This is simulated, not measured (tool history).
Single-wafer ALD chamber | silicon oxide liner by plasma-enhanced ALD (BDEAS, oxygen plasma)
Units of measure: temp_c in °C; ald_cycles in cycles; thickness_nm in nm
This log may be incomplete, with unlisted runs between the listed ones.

run  hour  temp_c  ald_cycles  thickness_nm
  1   0.0     325          75        7.0738
  2   3.2     326          69        6.4848
  3   4.3     321          69        6.5124
  4   8.0     321          66        6.2173
  5  15.3     321          61        5.7842
  6  22.6     321          54        5.1257
  7  26.3     318          61        5.8153

What does the tool deliver on the next run?
  8  27.5     320          61             ?

Run 8 produced thickness_nm 5.7980 nm.

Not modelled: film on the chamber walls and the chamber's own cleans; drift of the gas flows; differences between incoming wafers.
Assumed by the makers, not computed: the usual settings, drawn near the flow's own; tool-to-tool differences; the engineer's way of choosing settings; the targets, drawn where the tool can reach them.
